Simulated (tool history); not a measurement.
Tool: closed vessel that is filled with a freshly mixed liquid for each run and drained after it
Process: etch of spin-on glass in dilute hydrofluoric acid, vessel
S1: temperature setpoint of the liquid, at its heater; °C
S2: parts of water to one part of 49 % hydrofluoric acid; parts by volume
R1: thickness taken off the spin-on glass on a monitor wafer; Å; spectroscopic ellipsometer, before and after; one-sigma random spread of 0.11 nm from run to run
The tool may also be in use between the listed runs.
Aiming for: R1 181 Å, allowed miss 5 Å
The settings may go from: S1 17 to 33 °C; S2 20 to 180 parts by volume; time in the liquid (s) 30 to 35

run 1 hour=0 | S1=25 S2=100 time_in_the_liquid_(s)=35 | R1=77.451
run 2 hour=1.8 | S1=25 S2=125 time_in_the_liquid_(s)=35 | R1=60.14
run 3 hour=6.7 | S1=25 S2=125 time_in_the_liquid_(s)=35 | R1=59.514
run 4 hour=12.9 | S1=26 S2=115 time_in_the_liquid_(s)=35 | R1=67.99
run 5 hour=18.3 | S1=27 S2=105 time_in_the_liquid_(s)=35 | R1=78.857
run 6 hour=27.2 | S1=30.5 S2=105 time_in_the_liquid_(s)=35 | R1=89.173
run 7 hour=34.5 | S1=31 S2=95 time_in_the_liquid_(s)=35 | R1=103.22
run 8 hour=36.4 | S1=31.5 S2=90 time_in_the_liquid_(s)=35 | R1=111.18
run 9 hour=37.2 | S1=31.5 S2=85 time_in_the_liquid_(s)=35 | R1=118.28
run 10 hour=41.5 | S1=31.5 S2=85 time_in_the_liquid_(s)=35 | R1=119.03
run 11 hour=44.7 | S1=31.5 S2=80 time_in_the_liquid_(s)=35 | R1=126.83
run 12 hour=53 | S1=31.5 S2=75 time_in_the_liquid_(s)=35 | R1=136.01
run 13 hour=54.6 | S1=33 S2=50 time_in_the_liquid_(s)=35 | R1=226.23

Which of these 5 next moves meets every target?
run A hour=56.2 | S1=32.5 S2=50 time_in_the_liquid_(s)=30 | R1=?
run B hour=56.2 | S1=32.5 S2=60 time_in_the_liquid_(s)=30 | R1=?
run C hour=56.2 | S1=32.5 S2=60 time_in_the_liquid_(s)=35 | R1=?
run D hour=56.2 | S1=32 S2=55 time_in_the_liquid_(s)=30 | R1=?
run E hour=56.2 | S1=31 S2=55 time_in_the_liquid_(s)=30 | R1=?

move=A R1=191.03
move=B R1=156.63
move=C R1=182.74
move=D R1=168.99
move=E R1=162.59
A: gains on the last run, yet a result remains outside its allowed miss
B: moves the result that the last run missed by most past its target, out the other side
C: all results in spec
D: moves the result that the last run missed by most past its target, out the other side
E: moves the result that the last run missed by most past its target, out the other side
Move C is the one to make.
